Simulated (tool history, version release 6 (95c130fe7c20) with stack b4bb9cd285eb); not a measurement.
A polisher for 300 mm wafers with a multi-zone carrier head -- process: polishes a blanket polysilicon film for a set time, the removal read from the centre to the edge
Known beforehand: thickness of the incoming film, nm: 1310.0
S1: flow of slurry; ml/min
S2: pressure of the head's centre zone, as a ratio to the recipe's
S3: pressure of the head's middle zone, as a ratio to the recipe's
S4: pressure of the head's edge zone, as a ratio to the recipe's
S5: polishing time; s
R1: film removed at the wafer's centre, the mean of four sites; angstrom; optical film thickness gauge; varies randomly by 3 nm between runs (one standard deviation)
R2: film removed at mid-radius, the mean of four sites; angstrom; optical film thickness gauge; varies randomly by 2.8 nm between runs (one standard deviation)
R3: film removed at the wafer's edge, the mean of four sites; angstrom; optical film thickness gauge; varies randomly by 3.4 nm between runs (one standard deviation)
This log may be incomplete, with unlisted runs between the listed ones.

run  hour   S1    S2    S3    S4  S5      R1      R2      R3
  1     0  315     1     1     1  31  2681.7    2801    2794
  2   6.9  315     1  1.01  1.02  32  2767.3  2892.8    2886
  3  10.5  315     1  1.01  1.03  33    2841  2982.7    3004
  4  17.4  350     1  1.01  1.03  33    2924  2998.7  2978.8
  5  19.3  350  1.06  1.01  1.03  33  2978.7  3028.2  2994.8
  6  19.9  340  1.05  1.02  1.04  34    3097  3136.7  3093.1

The next listed run, before its measurement:
  7  27.1  330  1.04  1.02  1.05  35   ?   ?   ?

Run 7 came out at R1 3107.3 angstrom, R2 3189.4 angstrom, R3 3169.5 angstrom.

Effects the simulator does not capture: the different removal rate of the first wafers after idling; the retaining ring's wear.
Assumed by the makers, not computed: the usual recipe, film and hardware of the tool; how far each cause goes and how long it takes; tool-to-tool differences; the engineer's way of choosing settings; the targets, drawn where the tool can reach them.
